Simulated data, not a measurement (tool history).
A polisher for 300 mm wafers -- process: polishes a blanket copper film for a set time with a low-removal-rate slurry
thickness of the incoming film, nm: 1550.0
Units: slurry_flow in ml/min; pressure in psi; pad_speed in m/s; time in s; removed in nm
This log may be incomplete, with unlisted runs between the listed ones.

| run | day | slurry_flow | pressure | pad_speed | slurry_solids | time | removed |
|---|---|---|---|---|---|---|---|
| 1 | 0 | 235 | 1.7 | 1.06 | 1 | 63 | 100.75 |
| 2 | 0.346 | 235 | 1.5 | 1.06 | 1 | 63 | 90.172 |
| 3 | 0.688 | 235 | 1.6 | 1.06 | 1 | 63 | 96.17 |
| 4 | 0.929 | 235 | 1.7 | 1.06 | 1 | 63 | 101.09 |
| 5 | 1.096 | 235 | 1.7 | 1.06 | 1 | 66 | 106.32 |
| 6 | 1.233 | 235 | 1.5 | 1.06 | 1 | 66 | 93.047 |

For run 7, what comes out?
| 7 | 1.479 | 235 | 1.6 | 1.06 | 1 | 66 | ? |

{"run 7": {"removed": 99.434}}
